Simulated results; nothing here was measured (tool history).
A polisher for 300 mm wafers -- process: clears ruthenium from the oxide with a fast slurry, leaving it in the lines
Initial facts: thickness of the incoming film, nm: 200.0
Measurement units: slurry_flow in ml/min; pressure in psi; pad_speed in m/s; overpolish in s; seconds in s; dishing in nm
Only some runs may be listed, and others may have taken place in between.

run  hour  slurry_flow  pressure  pad_speed  slurry_solids  overpolish  seconds  dishing
  1   0.0          285       2.1       1.18           1.00          24   68.395   45.402
  2   8.9          285       2.1       1.18           1.00          33   71.707   55.720
  3  14.4          285       1.7       1.18           1.00          33   88.258   50.080
  4  15.6          285       1.7       1.18           1.15          33   81.472   50.648
  5  17.8          285       1.3       1.18           1.15          33  103.920   43.829
     23.7  -- slurry blender recalibrated
  6  23.7          320       1.3       1.18           1.15          33   90.125   48.162
  7  27.2          330       1.3       1.18           1.20          29   87.942   45.075

Run 8, settings as shown, results not yet in. Your forecast:
  8  34.4          325       1.9       1.22           1.15          18        ?        ?

seconds: 59.906 s
dishing: 42.529 nm
